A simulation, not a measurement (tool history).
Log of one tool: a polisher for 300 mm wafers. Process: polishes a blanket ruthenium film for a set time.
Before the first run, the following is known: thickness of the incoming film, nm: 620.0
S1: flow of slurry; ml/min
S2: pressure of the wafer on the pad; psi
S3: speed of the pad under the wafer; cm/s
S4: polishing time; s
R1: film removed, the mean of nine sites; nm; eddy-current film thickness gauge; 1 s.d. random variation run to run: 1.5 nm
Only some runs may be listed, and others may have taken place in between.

| run | hour | S1 | S2 | S3 | S4 | R1 |
|---|---|---|---|---|---|---|
| 1 | 0 | 150 | 2.7 | 112 | 50 | 86.916 |
| 2 | 7.4 | 175 | 2.7 | 112 | 50 | 87.089 |
| 3 | 10.2 | 200 | 2.7 | 112 | 50 | 91.412 |
| 4 | 13.2 | 220 | 2.7 | 112 | 50 | 92.937 |
| 5 | 19.2 | 220 | 2.7 | 112 | 53 | 95.974 |
| 6 | 20 | 220 | 2.9 | 112 | 53 | 103.9 |
| 7 | 27 | 220 | 3.1 | 112 | 53 | 109.06 |
| 8 | 27.8 | 220 | 3.3 | 112 | 53 | 114.54 |
| 9 | 30.5 | 220 | 3.4 | 112 | 53 | 121.42 |

Run 10, settings as shown, results not yet in. Your forecast:
| 10 | 32.7 | 220 | 3.5 | 112 | 53 | ? |

{"run 10": {"R1": 121.92}}
